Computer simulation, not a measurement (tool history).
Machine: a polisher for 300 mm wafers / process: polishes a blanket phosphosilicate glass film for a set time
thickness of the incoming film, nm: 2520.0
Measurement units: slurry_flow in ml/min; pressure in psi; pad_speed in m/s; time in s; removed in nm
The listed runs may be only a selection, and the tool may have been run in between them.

{"run": 1, "hour": 0.0, "slurry_flow": 230, "pressure": 2.1, "pad_speed": 1.02, "slurry_solids": 1.0, "time": 28, "removed": 179.7}
{"run": 2, "hour": 0.6, "slurry_flow": 230, "pressure": 1.7, "pad_speed": 1.02, "slurry_solids": 1.0, "time": 28, "removed": 158.25}
{"run": 3, "hour": 2.7, "slurry_flow": 230, "pressure": 2.0, "pad_speed": 1.02, "slurry_solids": 1.0, "time": 28, "removed": 171.95}
{"run": 4, "hour": 11.3, "slurry_flow": 230, "pressure": 2.0, "pad_speed": 1.28, "slurry_solids": 1.0, "time": 28, "removed": 209.89}
{"run": 5, "hour": 18.1, "slurry_flow": 230, "pressure": 1.5, "pad_speed": 1.28, "slurry_solids": 1.0, "time": 28, "removed": 174.43}
{"run": 6, "hour": 19.5, "slurry_flow": 230, "pressure": 1.5, "pad_speed": 1.28, "slurry_solids": 1.15, "time": 28, "removed": 192.91}
{"run": 7, "hour": 24.3, "slurry_flow": 230, "pressure": 1.3, "pad_speed": 1.08, "slurry_solids": 1.1, "time": 28, "removed": 150.32}
{"run": 8, "hour": 32.0, "slurry_flow": 230, "pressure": 1.2, "pad_speed": 0.96, "slurry_solids": 1.1, "time": 28, "removed": 130.11}
{"run": 9, "hour": 33.9, "slurry_flow": 230, "pressure": 1.1, "pad_speed": 0.88, "slurry_solids": 1.1, "time": 28, "removed": 118.76}
{"run": 10, "hour": 37.3, "slurry_flow": 230, "pressure": 1.1, "pad_speed": 0.88, "slurry_solids": 1.1, "time": 28, "removed": 116.02}
{"run": 11, "hour": 41.4, "slurry_flow": 230, "pressure": 1.1, "pad_speed": 0.84, "slurry_solids": 1.1, "time": 28, "removed": 111.44}
{"run": 12, "hour": 48.0, "slurry_flow": 230, "pressure": 1.1, "pad_speed": 0.8, "slurry_solids": 1.1, "time": 28, "removed": 107.94}

What will run 13 give?
{"run": 13, "hour": 50.2, "slurry_flow": 230, "pressure": 1.1, "pad_speed": 0.78, "slurry_solids": 1.1, "time": 28, "removed": "?"}

{"run 13": {"removed": 107.7}}
